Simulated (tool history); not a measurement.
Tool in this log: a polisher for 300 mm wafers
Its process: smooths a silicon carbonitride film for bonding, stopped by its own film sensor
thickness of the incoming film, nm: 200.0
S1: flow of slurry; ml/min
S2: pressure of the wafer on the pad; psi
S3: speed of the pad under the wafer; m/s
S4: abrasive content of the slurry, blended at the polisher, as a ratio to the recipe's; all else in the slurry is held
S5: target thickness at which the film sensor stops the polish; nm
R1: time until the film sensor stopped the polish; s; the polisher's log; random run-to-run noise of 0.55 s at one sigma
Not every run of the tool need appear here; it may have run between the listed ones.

Run 1, hour 0: S1 155 ml/min, S2 2 psi, S3 1.1 m/s, S4 1, S5 179 nm. Result: R1 89.74 s.
Run 2, hour 1.5: S1 155 ml/min, S2 2.1 psi, S3 1.1 m/s, S4 1, S5 179 nm. Result: R1 86.08 s.
Run 3, hour 4.3: S1 155 ml/min, S2 2.1 psi, S3 1.1 m/s, S4 0.85, S5 179 nm. Result: R1 94.915 s.
Run 4, hour 11.1: S1 155 ml/min, S2 2.5 psi, S3 1.1 m/s, S4 0.85, S5 179 nm. Result: R1 81.808 s.
Run 5, hour 16.7: S1 190 ml/min, S2 2.5 psi, S3 1.1 m/s, S4 0.85, S5 179 nm. Result: R1 80.722 s.
Run 6, hour 19.5: S1 160 ml/min, S2 2.5 psi, S3 1.1 m/s, S4 0.85, S5 179 nm. Result: R1 79.79 s.
Run 7, hour 23.6: S1 160 ml/min, S2 2.6 psi, S3 1.14 m/s, S4 0.85, S5 179 nm. Result: R1 76.423 s.
Run 8, hour 32.4: S1 160 ml/min, S2 2.7 psi, S3 1.18 m/s, S4 0.85, S5 179 nm. Result: R1 73.293 s.
Run 9, hour 38.9: S1 160 ml/min, S2 2.7 psi, S3 1.22 m/s, S4 0.85, S5 179 nm. Result: R1 71.067 s.
Run 10, hour 46.4: S1 160 ml/min, S2 2.7 psi, S3 1.26 m/s, S4 0.85, S5 179 nm. Result: R1 68.705 s.
Run 11, hour 49.6: S1 160 ml/min, S2 2.7 psi, S3 1.26 m/s, S4 0.85, S5 179 nm. Result: R1 70.349 s.
Run 12, hour 58.2: S1 160 ml/min, S2 2.7 psi, S3 1.3 m/s, S4 0.85, S5 179 nm. Result: R1 67.374 s.
Run 13, hour 62: S1 180 ml/min, S2 3.1 psi, S3 1.36 m/s, S4 0.85, S5 179 nm. Result: R1 56.275 s.

What does the tool deliver on the next run?
Run 14, hour 63.8: S1 180 ml/min, S2 3.1 psi, S3 1.38 m/s, S4 0.85, S5 179 nm. Result: R1 ?.

{"run 14": {"R1": 56.308}}
